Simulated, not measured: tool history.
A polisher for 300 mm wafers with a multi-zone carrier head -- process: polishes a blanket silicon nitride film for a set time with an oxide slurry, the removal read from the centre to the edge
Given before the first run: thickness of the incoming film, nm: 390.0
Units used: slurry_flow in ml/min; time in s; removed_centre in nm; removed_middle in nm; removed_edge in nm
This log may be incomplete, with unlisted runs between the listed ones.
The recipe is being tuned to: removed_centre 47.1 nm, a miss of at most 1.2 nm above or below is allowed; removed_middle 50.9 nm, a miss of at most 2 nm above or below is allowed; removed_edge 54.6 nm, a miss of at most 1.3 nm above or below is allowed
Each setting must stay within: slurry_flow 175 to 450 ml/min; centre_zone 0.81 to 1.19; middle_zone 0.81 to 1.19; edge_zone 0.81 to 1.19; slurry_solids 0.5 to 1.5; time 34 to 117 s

Run 1, hour 0: slurry_flow 290 ml/min, centre_zone 1, middle_zone 1, edge_zone 1, slurry_solids 1, time 75 s. Result: removed_centre 62.403 nm, removed_middle 62.678 nm, removed_edge 61.831 nm.
Run 2, hour 5.1: slurry_flow 320 ml/min, centre_zone 1, middle_zone 1, edge_zone 1, slurry_solids 1, time 75 s. Result: removed_centre 62.011 nm, removed_middle 62.232 nm, removed_edge 61.373 nm.
Run 3, hour 7: slurry_flow 320 ml/min, centre_zone 0.98, middle_zone 0.98, edge_zone 0.99, slurry_solids 0.95, time 75 s. Result: removed_centre 59.263 nm, removed_middle 59.595 nm, removed_edge 59.441 nm.
Run 4, hour 10.6: slurry_flow 320 ml/min, centre_zone 1.06, middle_zone 0.98, edge_zone 0.99, slurry_solids 0.95, time 75 s. Result: removed_centre 64.599 nm, removed_middle 58.817 nm, removed_edge 58.723 nm.
Run 5, hour 11.7: slurry_flow 320 ml/min, centre_zone 1.06, middle_zone 0.98, edge_zone 0.99, slurry_solids 1.1, time 75 s. Result: removed_centre 70.537 nm, removed_middle 66.136 nm, removed_edge 65.183 nm.
Run 6, hour 17.4: slurry_flow 320 ml/min, centre_zone 1.06, middle_zone 0.98, edge_zone 0.94, slurry_solids 1.1, time 75 s. Result: removed_centre 69.564 nm, removed_middle 65.819 nm, removed_edge 64.804 nm.
Run 7, hour 24.4: slurry_flow 315 ml/min, centre_zone 1.03, middle_zone 0.97, edge_zone 0.94, slurry_solids 1.05, time 75 s. Result: removed_centre 66.356 nm, removed_middle 63.438 nm, removed_edge 62.986 nm.
Run 8, hour 31.7: slurry_flow 315 ml/min, centre_zone 1, middle_zone 0.96, edge_zone 0.95, slurry_solids 1, time 75 s. Result: removed_centre 62.677 nm, removed_middle 60.12 nm, removed_edge 60.799 nm.
At hour 33.4: worn pad replaced by a new one.
Run 9, hour 33.4: slurry_flow 315 ml/min, centre_zone 0.98, middle_zone 0.96, edge_zone 0.95, slurry_solids 1, time 75 s. Result: removed_centre 65.765 nm, removed_middle 65.23 nm, removed_edge 63.78 nm.
Run 10, hour 38.7: slurry_flow 295 ml/min, centre_zone 0.97, middle_zone 0.97, edge_zone 0.98, slurry_solids 0.95, time 75 s. Result: removed_centre 60.861 nm, removed_middle 61.018 nm, removed_edge 62.718 nm.
Run 11, hour 41: slurry_flow 295 ml/min, centre_zone 0.96, middle_zone 0.97, edge_zone 0.99, slurry_solids 0.9, time 75 s. Result: removed_centre 59.127 nm, removed_middle 59.921 nm, removed_edge 59.917 nm.
Run 12, hour 42.5: slurry_flow 295 ml/min, centre_zone 0.94, middle_zone 0.96, edge_zone 1.01, slurry_solids 0.85, time 75 s. Result: removed_centre 54.754 nm, removed_middle 56.972 nm, removed_edge 58.463 nm.
Run 13, hour 47.6: slurry_flow 295 ml/min, centre_zone 0.94, middle_zone 0.96, edge_zone 1.03, slurry_solids 0.85, time 75 s. Result: removed_centre 54.438 nm, removed_middle 56.96 nm, removed_edge 59.298 nm.
Run 14, hour 55: slurry_flow 295 ml/min, centre_zone 0.94, middle_zone 0.96, edge_zone 1.04, slurry_solids 0.85, time 75 s. Result: removed_centre 55.032 nm, removed_middle 56.21 nm, removed_edge 59.144 nm.
Run 15, hour 56.8: slurry_flow 295 ml/min, centre_zone 0.93, middle_zone 0.96, edge_zone 1.05, slurry_solids 0.85, time 75 s. Result: removed_centre 54.602 nm, removed_middle 57.291 nm, removed_edge 59.717 nm.
Run 16, hour 60.7: slurry_flow 295 ml/min, centre_zone 0.93, middle_zone 0.96, edge_zone 1.06, slurry_solids 0.8, time 75 s. Result: removed_centre 51.974 nm, removed_middle 53.421 nm, removed_edge 56.848 nm.
Run 17, hour 69.3: slurry_flow 300 ml/min, centre_zone 0.93, middle_zone 0.96, edge_zone 1.07, slurry_solids 0.8, time 75 s. Result: removed_centre 52.114 nm, removed_middle 53.852 nm, removed_edge 57.732 nm.

Consider the 4 candidate settings below. Which is the only one whose results all fall within their allowed miss of target?
Run A, hour 77.9: slurry_flow 305 ml/min, centre_zone 0.84, middle_zone 0.97, edge_zone 0.95, slurry_solids 0.95, time 66 s. Result: removed_centre ?, removed_middle ?, removed_edge ?.
Run B, hour 77.9: slurry_flow 325 ml/min, centre_zone 0.88, middle_zone 0.93, edge_zone 1.04, slurry_solids 0.7, time 81 s. Result: removed_centre ?, removed_middle ?, removed_edge ?.
Run C, hour 77.9: slurry_flow 325 ml/min, centre_zone 0.82, middle_zone 0.88, edge_zone 1.18, slurry_solids 0.6, time 101 s. Result: removed_centre ?, removed_middle ?, removed_edge ?.
Run D, hour 77.9: slurry_flow 275 ml/min, centre_zone 0.89, middle_zone 0.97, edge_zone 1.08, slurry_solids 0.9, time 69 s. Result: removed_centre ?, removed_middle ?, removed_edge ?.

move  removed_centre  removed_middle  removed_edge
   A          47.003          54.725         54.04
   B           47.05          50.424        53.845
   C          45.681          50.229        59.909
   D          49.487          54.402        57.359
A: brings the last run's worst result on target, with another outside its allowed miss
B: hits every target within its allowed miss
C: pushes the last run's worst result past its target
D: closes in on the targets versus the last run, not all within tolerance yet
Answer: B
